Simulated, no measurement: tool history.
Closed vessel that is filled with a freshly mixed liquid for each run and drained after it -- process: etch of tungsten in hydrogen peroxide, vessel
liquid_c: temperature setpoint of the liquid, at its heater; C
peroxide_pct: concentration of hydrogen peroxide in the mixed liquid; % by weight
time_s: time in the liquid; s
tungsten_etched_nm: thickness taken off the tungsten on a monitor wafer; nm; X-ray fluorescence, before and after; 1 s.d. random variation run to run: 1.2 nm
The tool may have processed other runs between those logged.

run 1 hour=0 | liquid_c=48 peroxide_pct=24 time_s=85 | tungsten_etched_nm=262.2
run 2 hour=7 | liquid_c=47.5 peroxide_pct=24 time_s=85 | tungsten_etched_nm=257.65
run 3 hour=8.7 | liquid_c=47 peroxide_pct=24 time_s=85 | tungsten_etched_nm=249.48
run 4 hour=14.8 | liquid_c=47 peroxide_pct=29 time_s=85 | tungsten_etched_nm=274.91
run 5 hour=21.2 | liquid_c=47 peroxide_pct=30 time_s=85 | tungsten_etched_nm=274.65
run 6 hour=29.4 | liquid_c=47 peroxide_pct=30 time_s=85 | tungsten_etched_nm=272.76
run 7 hour=30.4 | liquid_c=46.5 peroxide_pct=30 time_s=85 | tungsten_etched_nm=265.47
run 8 hour=33.7 | liquid_c=46.5 peroxide_pct=30 time_s=85 | tungsten_etched_nm=265.72

Run 9 is up next; what results do you expect?
run 9 hour=39.6 | liquid_c=46.5 peroxide_pct=30 time_s=85 | tungsten_etched_nm=?

Logged for run 9: tungsten_etched_nm 264.76 nm.
